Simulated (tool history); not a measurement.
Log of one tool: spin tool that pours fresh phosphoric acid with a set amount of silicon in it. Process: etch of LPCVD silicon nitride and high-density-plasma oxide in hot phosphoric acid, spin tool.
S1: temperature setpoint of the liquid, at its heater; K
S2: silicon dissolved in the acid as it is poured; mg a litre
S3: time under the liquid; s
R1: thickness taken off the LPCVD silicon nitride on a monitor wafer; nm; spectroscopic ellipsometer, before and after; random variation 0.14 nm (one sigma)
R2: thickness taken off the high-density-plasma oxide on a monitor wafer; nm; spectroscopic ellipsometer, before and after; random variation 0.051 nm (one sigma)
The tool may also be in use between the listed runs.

run 1 hour=0.0 | S1=433.15 S2=17.0 S3=180 | R1=16.2230 R2=0.26809
run 2 hour=0.9 | S1=433.15 S2=17.0 S3=130 | R1=11.6820 R2=0.22280
run 3 hour=5.5 | S1=433.15 S2=17.0 S3=80 | R1=7.2238 R2=0.11126
run 4 hour=6.3 | S1=433.15 S2=7.5 S3=80 | R1=7.1701 R2=0.13522
run 5 hour=7.1 | S1=433.15 S2=7.5 S3=110 | R1=10.0240 R2=0.21603
run 6 hour=16.2 | S1=433.15 S2=12.0 S3=110 | R1=9.9004 R2=0.17181
run 7 hour=21.3 | S1=434.15 S2=12.0 S3=130 | R1=12.0290 R2=0.18940
run 8 hour=27.0 | S1=434.15 S2=9.0 S3=145 | R1=13.5130 R2=0.29349
run 9 hour=35.3 | S1=435.15 S2=10.0 S3=155 | R1=14.9510 R2=0.27553
run 10 hour=44.0 | S1=435.65 S2=8.0 S3=165 | R1=16.2530 R2=0.28566
run 11 hour=49.0 | S1=435.65 S2=6.0 S3=175 | R1=17.1170 R2=0.42592
run 12 hour=57.9 | S1=436.15 S2=6.5 S3=180 | R1=17.6970 R2=0.47151

Forecast run 13:
run 13 hour=60.8 | S1=436.65 S2=8.5 S3=185 | R1=? R2=?

Run 13 gave R1 18.7910 nm, R2 0.43441 nm.

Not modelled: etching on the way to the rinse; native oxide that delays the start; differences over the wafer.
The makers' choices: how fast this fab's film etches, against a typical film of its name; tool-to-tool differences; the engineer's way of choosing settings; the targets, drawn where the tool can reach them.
